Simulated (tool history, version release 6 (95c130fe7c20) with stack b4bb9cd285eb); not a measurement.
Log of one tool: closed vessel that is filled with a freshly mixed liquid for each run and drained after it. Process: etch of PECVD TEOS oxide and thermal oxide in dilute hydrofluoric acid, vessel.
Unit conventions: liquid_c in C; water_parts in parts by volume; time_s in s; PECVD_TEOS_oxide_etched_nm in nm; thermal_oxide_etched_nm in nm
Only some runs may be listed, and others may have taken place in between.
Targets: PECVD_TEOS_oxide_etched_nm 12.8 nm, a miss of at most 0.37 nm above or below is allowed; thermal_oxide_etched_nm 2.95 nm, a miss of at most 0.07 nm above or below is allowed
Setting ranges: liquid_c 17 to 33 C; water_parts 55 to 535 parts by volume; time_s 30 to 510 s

{"run": 1, "hour": 0.0, "liquid_c": 25, "water_parts": 295, "time_s": 260, "PECVD_TEOS_oxide_etched_nm": 15.424, "thermal_oxide_etched_nm": 3.544}
{"run": 2, "hour": 2.1, "liquid_c": 25, "water_parts": 295, "time_s": 165, "PECVD_TEOS_oxide_etched_nm": 9.756, "thermal_oxide_etched_nm": 2.2399}
{"run": 3, "hour": 5.7, "liquid_c": 26, "water_parts": 295, "time_s": 165, "PECVD_TEOS_oxide_etched_nm": 10.129, "thermal_oxide_etched_nm": 2.3266}
{"run": 4, "hour": 10.9, "liquid_c": 27, "water_parts": 295, "time_s": 165, "PECVD_TEOS_oxide_etched_nm": 10.432, "thermal_oxide_etched_nm": 2.4043}
{"run": 5, "hour": 14.3, "liquid_c": 25.5, "water_parts": 295, "time_s": 165, "PECVD_TEOS_oxide_etched_nm": 10.026, "thermal_oxide_etched_nm": 2.2799}
{"run": 6, "hour": 15.9, "liquid_c": 26.5, "water_parts": 295, "time_s": 165, "PECVD_TEOS_oxide_etched_nm": 10.265, "thermal_oxide_etched_nm": 2.3541}
{"run": 7, "hour": 24.8, "liquid_c": 27.5, "water_parts": 295, "time_s": 165, "PECVD_TEOS_oxide_etched_nm": 10.454, "thermal_oxide_etched_nm": 2.4325}
{"run": 8, "hour": 32.8, "liquid_c": 28, "water_parts": 290, "time_s": 165, "PECVD_TEOS_oxide_etched_nm": 11.107, "thermal_oxide_etched_nm": 2.5274}
{"run": 9, "hour": 35.0, "liquid_c": 28.5, "water_parts": 290, "time_s": 165, "PECVD_TEOS_oxide_etched_nm": 11.248, "thermal_oxide_etched_nm": 2.5637}
{"run": 10, "hour": 38.9, "liquid_c": 29, "water_parts": 290, "time_s": 165, "PECVD_TEOS_oxide_etched_nm": 11.332, "thermal_oxide_etched_nm": 2.6062}
{"run": 11, "hour": 43.5, "liquid_c": 33, "water_parts": 285, "time_s": 165, "PECVD_TEOS_oxide_etched_nm": 13.382, "thermal_oxide_etched_nm": 3.006}
{"run": 12, "hour": 44.9, "liquid_c": 32, "water_parts": 280, "time_s": 165, "PECVD_TEOS_oxide_etched_nm": 13.148, "thermal_oxide_etched_nm": 3.0289}

4 next moves are on the table. One of them brings every result within its allowed miss. Which?
{"run": "A", "hour": 46.3, "liquid_c": 33, "water_parts": 470, "time_s": 345, "PECVD_TEOS_oxide_etched_nm": "?", "thermal_oxide_etched_nm": "?"}
{"run": "B", "hour": 46.3, "liquid_c": 33, "water_parts": 530, "time_s": 405, "PECVD_TEOS_oxide_etched_nm": "?", "thermal_oxide_etched_nm": "?"}
{"run": "C", "hour": 46.3, "liquid_c": 33, "water_parts": 340, "time_s": 215, "PECVD_TEOS_oxide_etched_nm": "?", "thermal_oxide_etched_nm": "?"}
{"run": "D", "hour": 46.3, "liquid_c": 32, "water_parts": 195, "time_s": 100, "PECVD_TEOS_oxide_etched_nm": "?", "thermal_oxide_etched_nm": "?"}

move=A PECVD_TEOS_oxide_etched_nm=13.825 thermal_oxide_etched_nm=3.1431
move=B PECVD_TEOS_oxide_etched_nm=13.583 thermal_oxide_etched_nm=3.0881
move=C PECVD_TEOS_oxide_etched_nm=13.651 thermal_oxide_etched_nm=3.1035
move=D PECVD_TEOS_oxide_etched_nm=12.754 thermal_oxide_etched_nm=2.8995
A: moves away from the targets compared with the last run
B: moves away from the targets compared with the last run
C: moves away from the targets compared with the last run
D: in spec on every target
Go with D: it meets all targets.

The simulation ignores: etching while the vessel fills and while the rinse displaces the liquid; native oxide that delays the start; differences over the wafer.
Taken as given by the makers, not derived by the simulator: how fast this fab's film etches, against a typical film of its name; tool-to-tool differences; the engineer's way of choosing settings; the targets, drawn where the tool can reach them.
